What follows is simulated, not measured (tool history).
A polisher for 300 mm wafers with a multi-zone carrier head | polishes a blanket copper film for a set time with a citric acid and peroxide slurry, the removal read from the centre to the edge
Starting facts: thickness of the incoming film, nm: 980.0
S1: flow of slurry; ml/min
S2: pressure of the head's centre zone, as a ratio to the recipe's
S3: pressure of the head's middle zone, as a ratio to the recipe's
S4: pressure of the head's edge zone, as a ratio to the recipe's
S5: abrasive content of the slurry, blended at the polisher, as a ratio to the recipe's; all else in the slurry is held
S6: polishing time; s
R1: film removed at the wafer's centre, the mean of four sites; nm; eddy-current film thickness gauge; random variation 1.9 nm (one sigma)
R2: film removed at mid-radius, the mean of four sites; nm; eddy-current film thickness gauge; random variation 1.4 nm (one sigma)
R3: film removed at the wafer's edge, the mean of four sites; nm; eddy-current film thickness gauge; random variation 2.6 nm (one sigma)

Run 1, hour 0.0: S1 220 ml/min, S2 1.00, S3 1.00, S4 1.00, S5 1.00, S6 80 s. Result: R1 157.60 nm, R2 168.81 nm, R3 163.56 nm.
Run 2, hour 2.4: S1 220 ml/min, S2 1.00, S3 1.00, S4 0.93, S5 1.00, S6 80 s. Result: R1 156.56 nm, R2 169.45 nm, R3 157.94 nm.
Run 3, hour 10.0: S1 220 ml/min, S2 1.00, S3 0.99, S4 0.96, S5 1.05, S6 81 s. Result: R1 160.63 nm, R2 170.66 nm, R3 166.56 nm.
Run 4, hour 14.8: S1 220 ml/min, S2 1.00, S3 0.99, S4 0.96, S5 0.95, S6 81 s. Result: R1 156.62 nm, R2 164.83 nm, R3 160.18 nm.
Run 5, hour 20.0: S1 220 ml/min, S2 1.00, S3 0.98, S4 0.99, S5 1.05, S6 81 s. Result: R1 158.31 nm, R2 168.92 nm, R3 166.18 nm.
Run 6, hour 25.4: S1 220 ml/min, S2 1.01, S3 0.97, S4 1.01, S5 1.10, S6 82 s. Result: R1 166.66 nm, R2 170.81 nm, R3 169.34 nm.

Forecast run 7:
Run 7, hour 29.6: S1 220 ml/min, S2 1.00, S3 0.96, S4 1.03, S5 1.15, S6 84 s. Result: R1 ?, R2 ?, R3 ?.

R1: 173.12 nm
R2: 174.53 nm
R3: 183.27 nm
